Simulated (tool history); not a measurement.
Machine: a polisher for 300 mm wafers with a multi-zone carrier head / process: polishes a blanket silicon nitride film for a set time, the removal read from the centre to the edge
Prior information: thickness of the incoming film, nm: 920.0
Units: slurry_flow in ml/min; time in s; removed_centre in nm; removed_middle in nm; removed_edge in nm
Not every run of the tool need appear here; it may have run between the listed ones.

Run 1, day 0: slurry_flow 315 ml/min, centre_zone 1, middle_zone 1, edge_zone 1, time 86 s. Result: removed_centre 131.76 nm, removed_middle 132.01 nm, removed_edge 132.64 nm.
Run 2, day 0.021: slurry_flow 315 ml/min, centre_zone 1, middle_zone 1.02, edge_zone 1.03, time 91 s. Result: removed_centre 136.61 nm, removed_middle 140.44 nm, removed_edge 142.75 nm.
Run 3, day 0.046: slurry_flow 315 ml/min, centre_zone 0.94, middle_zone 1.02, edge_zone 1.03, time 91 s. Result: removed_centre 131.99 nm, removed_middle 141.48 nm, removed_edge 143.36 nm.
Run 4, day 0.125: slurry_flow 320 ml/min, centre_zone 0.96, middle_zone 1.04, edge_zone 1.05, time 95 s. Result: removed_centre 137.37 nm, removed_middle 150.11 nm, removed_edge 149.95 nm.
Run 5, day 0.425: slurry_flow 320 ml/min, centre_zone 0.97, middle_zone 1.05, edge_zone 1.06, time 99 s. Result: removed_centre 144.93 nm, removed_middle 156.63 nm, removed_edge 159.61 nm.
Run 6, day 0.538: slurry_flow 320 ml/min, centre_zone 0.97, middle_zone 1.05, edge_zone 1.06, time 108 s. Result: removed_centre 157.5 nm, removed_middle 169.54 nm, removed_edge 173.02 nm.

For run 7, what comes out?
Run 7, day 0.646: slurry_flow 325 ml/min, centre_zone 0.98, middle_zone 1.07, edge_zone 1.07, time 109 s. Result: removed_centre ?, removed_middle ?, removed_edge ?.

removed_centre: 161.82 nm
removed_middle: 173.29 nm
removed_edge: 174.6 nm
